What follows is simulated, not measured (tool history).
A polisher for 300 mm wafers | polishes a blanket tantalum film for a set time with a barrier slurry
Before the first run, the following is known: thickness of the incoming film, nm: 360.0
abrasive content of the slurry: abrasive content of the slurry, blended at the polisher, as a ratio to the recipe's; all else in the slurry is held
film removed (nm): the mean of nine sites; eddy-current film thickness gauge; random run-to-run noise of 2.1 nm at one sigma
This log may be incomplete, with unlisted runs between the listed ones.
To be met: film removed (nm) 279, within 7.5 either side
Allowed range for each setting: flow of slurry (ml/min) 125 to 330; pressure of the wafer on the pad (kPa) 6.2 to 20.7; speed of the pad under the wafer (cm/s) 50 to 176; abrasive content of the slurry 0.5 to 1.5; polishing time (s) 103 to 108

| run | day | flow of slurry (ml/min) | pressure of the wafer on the pad (kPa) | speed of the pad under the wafer (cm/s) | abrasive content of the slurry | polishing time (s) | film removed (nm) |
|---|---|---|---|---|---|---|---|
| 1 | 0 | 210 | 13.1 | 112 | 1 | 103 | 205.94 |
| 2 | 0.3 | 215 | 13.8 | 112 | 1 | 103 | 214.4 |
| 3 | 0.617 | 215 | 15.9 | 112 | 1 | 103 | 238 |
| 4 | 0.654 | 215 | 15.9 | 112 | 1 | 103 | 235.35 |
| 5 | 0.946 | 215 | 13.1 | 112 | 1 | 103 | 208.49 |
| 6 | 1.046 | 220 | 13.8 | 112 | 1 | 103 | 215.16 |
| 7 | 1.108 | 225 | 14.5 | 112 | 1 | 103 | 223.24 |
| 8 | 1.296 | 230 | 15.2 | 112 | 1 | 103 | 231.76 |
| 9 | 1.571 | 230 | 15.9 | 112 | 1 | 103 | 241.92 |
| 10 | 1.6 | 235 | 15.9 | 112 | 1 | 103 | 240.62 |
| 11 | 1.967 | 240 | 17.2 | 112 | 1 | 103 | 261.15 |
| 12 | 2.129 | 245 | 17.2 | 112 | 1 | 103 | 257.84 |
| 13 | 2.358 | 245 | 17.9 | 112 | 1 | 103 | 267.69 |

Below are 4 possible settings for the next run. Only one of them brings all results inside the allowed miss of their targets. Which is it?
| A | 2.588 | 175 | 17.2 | 132 | 0.8 | 105 | ? |
| B | 2.588 | 290 | 16.5 | 108 | 0.9 | 108 | ? |
| C | 2.588 | 250 | 16.5 | 116 | 1 | 103 | ? |
| D | 2.588 | 260 | 16.5 | 110 | 0.95 | 108 | ? |

| move | film removed (nm) |
|---|---|
| A | 275.48 |
| B | 247.8 |
| C | 258.15 |
| D | 254.37 |
A: every result lands within tolerance
B: its largest miss is bigger than the last run's
C: its largest miss is bigger than the last run's
D: its largest miss is bigger than the last run's
A is the move that brings every result within its allowed miss.

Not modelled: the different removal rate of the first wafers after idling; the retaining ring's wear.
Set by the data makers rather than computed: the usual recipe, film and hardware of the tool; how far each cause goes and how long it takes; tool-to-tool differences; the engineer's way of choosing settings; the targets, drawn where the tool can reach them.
